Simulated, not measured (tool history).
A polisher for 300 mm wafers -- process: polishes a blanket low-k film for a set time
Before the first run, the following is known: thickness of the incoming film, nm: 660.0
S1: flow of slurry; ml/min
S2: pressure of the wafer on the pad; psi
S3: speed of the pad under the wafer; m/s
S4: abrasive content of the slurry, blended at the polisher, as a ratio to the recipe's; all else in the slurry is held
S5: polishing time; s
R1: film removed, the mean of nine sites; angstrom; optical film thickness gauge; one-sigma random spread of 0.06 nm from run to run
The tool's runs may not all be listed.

{"run": 1, "hour": 0.0, "S1": 225, "S2": 1.9, "S3": 1.24, "S4": 1, "S5": 20, "R1": 87.973}
{"run": 2, "hour": 2.6, "S1": 220, "S2": 1.9, "S3": 1.24, "S4": 1, "S5": 20, "R1": 89.622}
{"run": 3, "hour": 4.1, "S1": 220, "S2": 1.8, "S3": 1.24, "S4": 1, "S5": 20, "R1": 83.635}
{"run": 4, "hour": 8.5, "S1": 220, "S2": 2.2, "S3": 1.24, "S4": 1, "S5": 20, "R1": 102.44}
{"run": 5, "hour": 17.3, "S1": 220, "S2": 2.2, "S3": 1.24, "S4": 1, "S5": 18, "R1": 92.299}
{"run": 6, "hour": 19.4, "S1": 220, "S2": 2.2, "S3": 1.54, "S4": 1, "S5": 18, "R1": 108.66}
{"run": 7, "hour": 26.0, "S1": 220, "S2": 2.1, "S3": 1.54, "S4": 1, "S5": 18, "R1": 103.89}
{"run": 8, "hour": 33.5, "S1": 220, "S2": 2, "S3": 1.54, "S4": 1, "S5": 18, "R1": 100.26}
{"run": 9, "hour": 34.5, "S1": 205, "S2": 1.4, "S3": 1.52, "S4": 1, "S5": 18, "R1": 68.426}
{"run": 10, "hour": 39.4, "S1": 220, "S2": 1.4, "S3": 1.52, "S4": 1, "S5": 18, "R1": 70.094}
{"run": 11, "hour": 40.6, "S1": 230, "S2": 1.4, "S3": 1.52, "S4": 1, "S5": 18, "R1": 71.117}
{"run": 12, "hour": 46.3, "S1": 240, "S2": 1.4, "S3": 1.52, "S4": 1, "S5": 18, "R1": 69.893}

Estimate the outcome of run 13 from the log above:
{"run": 13, "hour": 47.2, "S1": 240, "S2": 1.4, "S3": 1.52, "S4": 1, "S5": 18, "R1": "?"}

{"run 13": {"R1": 71.161}}

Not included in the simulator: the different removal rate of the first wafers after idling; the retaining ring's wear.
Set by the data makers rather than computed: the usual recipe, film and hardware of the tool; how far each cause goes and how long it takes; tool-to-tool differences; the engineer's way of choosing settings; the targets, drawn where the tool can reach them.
